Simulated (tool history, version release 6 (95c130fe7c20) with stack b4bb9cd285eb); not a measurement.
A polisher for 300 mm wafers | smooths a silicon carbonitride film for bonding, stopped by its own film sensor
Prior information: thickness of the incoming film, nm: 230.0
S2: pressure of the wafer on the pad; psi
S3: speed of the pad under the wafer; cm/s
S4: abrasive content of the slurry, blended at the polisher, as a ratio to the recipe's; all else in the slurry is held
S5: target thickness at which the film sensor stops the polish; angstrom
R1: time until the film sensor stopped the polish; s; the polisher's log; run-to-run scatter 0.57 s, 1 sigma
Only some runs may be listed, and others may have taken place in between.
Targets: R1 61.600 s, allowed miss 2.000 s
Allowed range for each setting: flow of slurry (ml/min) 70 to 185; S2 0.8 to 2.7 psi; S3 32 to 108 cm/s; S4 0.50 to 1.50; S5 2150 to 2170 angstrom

Run 1, hour 0.0: flow of slurry (ml/min) 120, S2 1.7 psi, S3 70 cm/s, S4 1.00, S5 2150 angstrom. Result: R1 89.690 s.
Run 2, hour 3.5: flow of slurry (ml/min) 145, S2 1.7 psi, S3 70 cm/s, S4 1.00, S5 2150 angstrom. Result: R1 86.215 s.
Run 3, hour 12.3: flow of slurry (ml/min) 145, S2 1.9 psi, S3 70 cm/s, S4 1.00, S5 2150 angstrom. Result: R1 79.851 s.
Run 4, hour 17.4: flow of slurry (ml/min) 145, S2 2.0 psi, S3 70 cm/s, S4 1.00, S5 2150 angstrom. Result: R1 77.800 s.
Run 5, hour 18.2: flow of slurry (ml/min) 145, S2 2.0 psi, S3 76 cm/s, S4 1.00, S5 2150 angstrom. Result: R1 72.159 s.
Run 6, hour 18.9: flow of slurry (ml/min) 145, S2 2.0 psi, S3 76 cm/s, S4 0.90, S5 2150 angstrom. Result: R1 78.041 s.
Run 7, hour 22.1: flow of slurry (ml/min) 145, S2 2.1 psi, S3 76 cm/s, S4 0.90, S5 2150 angstrom. Result: R1 74.706 s.
Run 8, hour 23.0: flow of slurry (ml/min) 145, S2 2.2 psi, S3 76 cm/s, S4 0.90, S5 2150 angstrom. Result: R1 72.708 s.
Run 9, hour 26.0: flow of slurry (ml/min) 145, S2 2.3 psi, S3 76 cm/s, S4 0.90, S5 2150 angstrom. Result: R1 70.852 s.

Next run, 5 choices. One meets every target within its allowed miss, the rest don't. Which?
Run A, hour 29.0: flow of slurry (ml/min) 120, S2 2.1 psi, S3 72 cm/s, S4 1.05, S5 2150 angstrom. Result: R1 ?.
Run B, hour 29.0: flow of slurry (ml/min) 140, S2 2.2 psi, S3 62 cm/s, S4 0.90, S5 2150 angstrom. Result: R1 ?.
Run C, hour 29.0: flow of slurry (ml/min) 135, S2 2.5 psi, S3 74 cm/s, S4 0.85, S5 2170 angstrom. Result: R1 ?.
Run D, hour 29.0: flow of slurry (ml/min) 150, S2 2.3 psi, S3 82 cm/s, S4 0.90, S5 2170 angstrom. Result: R1 ?.
Run E, hour 29.0: flow of slurry (ml/min) 150, S2 2.7 psi, S3 88 cm/s, S4 0.60, S5 2170 angstrom. Result: R1 ?.

move      R1
   A  72.660
   B  84.469
   C  60.966
   D  56.484
   E  65.821
A: lands further from the targets than the last run did
B: lands further from the targets than the last run did
C: each result inside its tolerance
D: takes the biggest miss from the last run beyond its target
E: an improvement on the last run, though not all results are within tolerance
C meets every target.
